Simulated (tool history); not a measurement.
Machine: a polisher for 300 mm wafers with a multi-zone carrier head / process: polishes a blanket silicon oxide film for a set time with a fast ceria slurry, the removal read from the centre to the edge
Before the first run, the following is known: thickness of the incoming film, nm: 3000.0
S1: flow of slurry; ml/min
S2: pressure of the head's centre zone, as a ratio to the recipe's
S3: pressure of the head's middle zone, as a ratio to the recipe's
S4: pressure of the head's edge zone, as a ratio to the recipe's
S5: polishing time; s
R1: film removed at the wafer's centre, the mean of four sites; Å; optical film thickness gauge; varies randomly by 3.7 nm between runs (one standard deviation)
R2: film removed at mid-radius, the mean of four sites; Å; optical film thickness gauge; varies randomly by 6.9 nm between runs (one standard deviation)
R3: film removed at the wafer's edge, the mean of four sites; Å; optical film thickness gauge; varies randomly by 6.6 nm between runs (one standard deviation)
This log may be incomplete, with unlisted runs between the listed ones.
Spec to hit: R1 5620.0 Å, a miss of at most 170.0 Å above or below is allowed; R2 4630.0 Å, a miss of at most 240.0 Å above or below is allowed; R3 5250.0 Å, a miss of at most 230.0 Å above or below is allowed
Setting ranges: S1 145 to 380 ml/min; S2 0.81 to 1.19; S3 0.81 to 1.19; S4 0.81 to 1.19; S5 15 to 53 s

run 1 day=0.000 | S1=245 S2=1.00 S3=1.00 S4=1.00 S5=34 | R1=5945.6 R2=5897.5 R3=6086.9
run 2 day=0.133 | S1=245 S2=1.00 S3=0.98 S4=0.99 S5=34 | R1=6090.1 R2=5784.1 R3=5998.5
run 3 day=0.500 | S1=240 S2=1.00 S3=0.96 S4=0.99 S5=34 | R1=5942.9 R2=5767.5 R3=6059.9
run 4 day=0.612 | S1=240 S2=1.00 S3=0.89 S4=0.99 S5=34 | R1=6008.9 R2=5273.4 R3=5921.9
run 5 day=0.821 | S1=240 S2=1.00 S3=0.89 S4=0.99 S5=30 | R1=5302.0 R2=4656.8 R3=5384.7
run 6 day=1.012 | S1=240 S2=1.00 S3=0.89 S4=0.99 S5=38 | R1=6687.3 R2=6214.8 R3=6675.9
run 7 day=1.329 | S1=240 S2=1.00 S3=0.88 S4=0.98 S5=37 | R1=6513.5 R2=5749.2 R3=6463.6
run 8 day=1.583 | S1=230 S2=0.99 S3=0.87 S4=0.88 S5=31 | R1=5407.1 R2=4903.7 R3=5225.8
run 9 day=1.771 | S1=230 S2=0.99 S3=0.86 S4=0.88 S5=31 | R1=5325.0 R2=4805.2 R3=5117.6

4 candidate next runs follow, results not yet known. Just one meets every target within its allowed miss. Identify it.
run A day=1.958 | S1=185 S2=0.87 S3=0.86 S4=0.82 S5=32 | R1=? R2=? R3=?
run B day=1.958 | S1=300 S2=1.00 S3=0.81 S4=0.86 S5=31 | R1=? R2=? R3=?
run C day=1.958 | S1=200 S2=1.06 S3=0.81 S4=0.85 S5=29 | R1=? R2=? R3=?
run D day=1.958 | S1=260 S2=1.03 S3=0.93 S4=0.91 S5=28 | R1=? R2=? R3=?

move=A R1=4797.5 R2=4850.5 R3=5127.3
move=B R1=5578.4 R2=4675.8 R3=5250.2
move=C R1=5297.9 R2=4214.6 R3=4752.1
move=D R1=5118.8 R2=4674.7 R3=4813.5
A: the biggest miss grows against the last run
B: every result lands within tolerance
C: the biggest miss grows against the last run
D: the biggest miss grows against the last run
B meets every target.
